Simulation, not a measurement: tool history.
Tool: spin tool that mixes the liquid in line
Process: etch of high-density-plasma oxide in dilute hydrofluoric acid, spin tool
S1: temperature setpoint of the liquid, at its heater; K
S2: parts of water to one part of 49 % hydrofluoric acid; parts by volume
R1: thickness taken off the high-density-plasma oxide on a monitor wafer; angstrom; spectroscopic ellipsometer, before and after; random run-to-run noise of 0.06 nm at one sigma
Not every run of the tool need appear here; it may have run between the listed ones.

run 1 hour=0.0 | S1=296.15 S2=170 time_under_the_liquid_(s)=60 | R1=34.037
run 2 hour=2.9 | S1=296.15 S2=170 time_under_the_liquid_(s)=40 | R1=23.160
run 3 hour=10.5 | S1=292.65 S2=170 time_under_the_liquid_(s)=40 | R1=20.081
run 4 hour=17.7 | S1=296.15 S2=170 time_under_the_liquid_(s)=40 | R1=22.876
run 5 hour=26.8 | S1=296.15 S2=140 time_under_the_liquid_(s)=40 | R1=28.904
run 6 hour=33.5 | S1=298.15 S2=115 time_under_the_liquid_(s)=40 | R1=38.853
run 7 hour=37.3 | S1=299.65 S2=100 time_under_the_liquid_(s)=40 | R1=48.501
run 8 hour=44.9 | S1=300.65 S2=95 time_under_the_liquid_(s)=40 | R1=52.430
run 9 hour=45.6 | S1=301.65 S2=90 time_under_the_liquid_(s)=40 | R1=59.350
run 10 hour=48.6 | S1=302.15 S2=85 time_under_the_liquid_(s)=40 | R1=63.639
run 11 hour=51.6 | S1=302.65 S2=85 time_under_the_liquid_(s)=40 | R1=65.527
run 12 hour=59.7 | S1=303.15 S2=85 time_under_the_liquid_(s)=40 | R1=66.581
run 13 hour=68.0 | S1=303.15 S2=80 time_under_the_liquid_(s)=40 | R1=70.526
run 14 hour=70.4 | S1=303.65 S2=80 time_under_the_liquid_(s)=40 | R1=71.892

Run 15 is up next; what results do you expect?
run 15 hour=77.2 | S1=304.15 S2=75 time_under_the_liquid_(s)=40 | R1=?

{"run 15": {"R1": 79.855}}
